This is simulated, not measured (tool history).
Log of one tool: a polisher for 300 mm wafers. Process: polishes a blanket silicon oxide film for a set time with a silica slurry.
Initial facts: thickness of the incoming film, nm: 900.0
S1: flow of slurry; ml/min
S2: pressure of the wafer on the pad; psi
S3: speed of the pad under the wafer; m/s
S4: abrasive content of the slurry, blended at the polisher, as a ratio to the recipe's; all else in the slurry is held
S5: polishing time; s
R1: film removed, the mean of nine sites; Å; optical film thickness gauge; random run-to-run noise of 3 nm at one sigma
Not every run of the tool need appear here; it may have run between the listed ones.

run,day,S1,S2,S3,S4,S5,R1
1,0,180,5.4,1.52,1,42,2674.8
2,0.175,180,5.4,1.52,1,42,2676
3,0.412,180,6.2,1.52,1,42,3063.4
4,0.717,180,5.1,1.52,1,42,2532.7
5,0.808,180,5.1,1.22,1,42,2108.4
6,0.958,180,5.1,0.9,1,42,1624

Predict the results of run 7:
7,1.233,180,5.1,0.9,1,42,?

R1: 1635.5 Å
